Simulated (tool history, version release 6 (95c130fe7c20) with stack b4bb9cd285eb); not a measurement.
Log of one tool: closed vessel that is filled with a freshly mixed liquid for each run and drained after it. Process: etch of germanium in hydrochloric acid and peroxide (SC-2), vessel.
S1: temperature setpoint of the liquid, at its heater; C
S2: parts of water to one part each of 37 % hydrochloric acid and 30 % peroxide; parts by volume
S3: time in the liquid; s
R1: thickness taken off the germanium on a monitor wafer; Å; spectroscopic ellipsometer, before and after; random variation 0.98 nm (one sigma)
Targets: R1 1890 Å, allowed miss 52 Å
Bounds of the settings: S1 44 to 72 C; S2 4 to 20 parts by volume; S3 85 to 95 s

run 1 hour=0 | S1=60 S2=11 S3=85 | R1=2482.7
run 2 hour=4.5 | S1=60 S2=8.5 S3=85 | R1=2560.2
run 3 hour=6.5 | S1=56.5 S2=8.5 S3=85 | R1=2301.4
run 4 hour=11.4 | S1=56.5 S2=8.5 S3=85 | R1=2316.8
run 5 hour=18.6 | S1=54 S2=8.5 S3=85 | R1=2117.1
run 6 hour=20 | S1=54 S2=8.5 S3=95 | R1=2406.7
run 7 hour=28.1 | S1=51.5 S2=8.5 S3=95 | R1=2228.4
run 8 hour=36.1 | S1=50 S2=8.5 S3=95 | R1=2103.6
run 9 hour=44.3 | S1=49 S2=8.5 S3=95 | R1=2042.2

5 next moves are on the table. One of them brings every result within its allowed miss. Which?
run A hour=52.5 | S1=49.5 S2=11 S3=95 | R1=?
run B hour=52.5 | S1=47 S2=7 S3=85 | R1=?
run C hour=52.5 | S1=51 S2=11.5 S3=85 | R1=?
run D hour=52.5 | S1=48.5 S2=9.5 S3=85 | R1=?
run E hour=52.5 | S1=50 S2=12.5 S3=95 | R1=?

move=A R1=2042.1
move=B R1=1746.5
move=C R1=1905.4
move=D R1=1795.3
move=E R1=2044
A: as far off as the last run
B: takes the result that was furthest off past its target
C: meets every target
D: takes the result that was furthest off past its target
E: as far off as the last run
Answer: C
